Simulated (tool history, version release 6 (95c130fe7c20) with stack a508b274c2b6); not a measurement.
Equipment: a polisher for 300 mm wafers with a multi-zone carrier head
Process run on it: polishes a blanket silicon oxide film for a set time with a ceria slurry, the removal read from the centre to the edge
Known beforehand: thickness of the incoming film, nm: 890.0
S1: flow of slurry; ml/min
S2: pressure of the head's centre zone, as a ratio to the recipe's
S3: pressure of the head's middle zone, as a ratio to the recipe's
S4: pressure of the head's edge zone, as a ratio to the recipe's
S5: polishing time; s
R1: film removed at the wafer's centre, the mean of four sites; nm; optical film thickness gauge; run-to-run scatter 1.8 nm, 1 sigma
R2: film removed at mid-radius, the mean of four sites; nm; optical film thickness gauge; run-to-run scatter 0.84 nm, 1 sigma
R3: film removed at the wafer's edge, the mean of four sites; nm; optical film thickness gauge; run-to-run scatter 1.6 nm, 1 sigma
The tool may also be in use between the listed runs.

{"run": 1, "day": 0.0, "S1": 250, "S2": 1, "S3": 1, "S4": 1, "S5": 37, "R1": 228.19, "R2": 236.78, "R3": 232.86}
{"run": 2, "day": 0.283, "S1": 245, "S2": 1, "S3": 0.98, "S4": 0.98, "S5": 35, "R1": 212.65, "R2": 217.66, "R3": 218.37}
{"run": 3, "day": 0.412, "S1": 245, "S2": 1, "S3": 0.98, "S4": 0.98, "S5": 41, "R1": 244.71, "R2": 259.09, "R3": 260.8}
{"run": 4, "day": 0.712, "S1": 245, "S2": 1, "S3": 0.97, "S4": 0.97, "S5": 38, "R1": 236.04, "R2": 238.66, "R3": 227.11}
{"run": 5, "day": 0.892, "S1": 245, "S2": 1, "S3": 0.97, "S4": 0.97, "S5": 30, "R1": 183.48, "R2": 188.01, "R3": 188.26}
{"run": 6, "day": 0.983, "S1": 240, "S2": 1.01, "S3": 0.95, "S4": 0.95, "S5": 29, "R1": 180.88, "R2": 180.82, "R3": 177.18}
{"run": 7, "day": 1.312, "S1": 235, "S2": 1.01, "S3": 0.93, "S4": 0.95, "S5": 28, "R1": 172.17, "R2": 165.41, "R3": 169.17}

Forecast run 8:
{"run": 8, "day": 1.542, "S1": 230, "S2": 1.01, "S3": 0.92, "S4": 0.93, "S5": 28, "R1": "?", "R2": "?", "R3": "?"}

R1: 170.74 nm
R2: 164.37 nm
R3: 169.13 nm

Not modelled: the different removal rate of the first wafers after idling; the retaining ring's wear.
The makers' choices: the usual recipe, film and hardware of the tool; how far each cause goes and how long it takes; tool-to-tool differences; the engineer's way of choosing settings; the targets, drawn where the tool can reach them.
